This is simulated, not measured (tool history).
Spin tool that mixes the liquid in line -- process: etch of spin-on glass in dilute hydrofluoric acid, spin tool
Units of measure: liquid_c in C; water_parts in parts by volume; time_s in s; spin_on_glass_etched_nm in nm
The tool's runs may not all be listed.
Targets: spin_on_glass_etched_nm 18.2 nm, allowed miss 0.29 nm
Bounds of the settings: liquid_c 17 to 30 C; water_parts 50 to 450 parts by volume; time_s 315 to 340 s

run	hour	liquid_c	water_parts	time_s	spin_on_glass_etched_nm
1	0	22	250	315	31.593
2	5.8	22	280	315	27.603
3	12.2	21.5	285	315	26.549
4	13.6	21.5	285	340	28.64
5	22.4	24.5	285	340	31.752
6	24	24.5	215	340	45.142
7	24.9	24	230	340	40.838
8	32.9	23.5	245	340	36.853
9	40.8	23	255	340	34.563
10	41.4	22.5	265	340	32.399
11	45	22	275	340	30.226
12	46.6	18	355	340	19.058

Pick the move, out of 5, that brings all results within their allowed miss; only one does.
A	48.2	17	330	320	?
B	48.2	17.5	350	340	?
C	48.2	17.5	345	330	?
D	48.2	18	335	340	?
E	48.2	17	350	330	?

move	spin_on_glass_etched_nm
A	18.914
B	18.99
C	18.775
D	20.459
E	18.095
A: nearer the targets than the last run, but a result is still out of spec
B: nearer the targets than the last run, but a result is still out of spec
C: nearer the targets than the last run, but a result is still out of spec
D: the biggest miss grows against the last run
E: in spec on every target
Move E is the one to make.

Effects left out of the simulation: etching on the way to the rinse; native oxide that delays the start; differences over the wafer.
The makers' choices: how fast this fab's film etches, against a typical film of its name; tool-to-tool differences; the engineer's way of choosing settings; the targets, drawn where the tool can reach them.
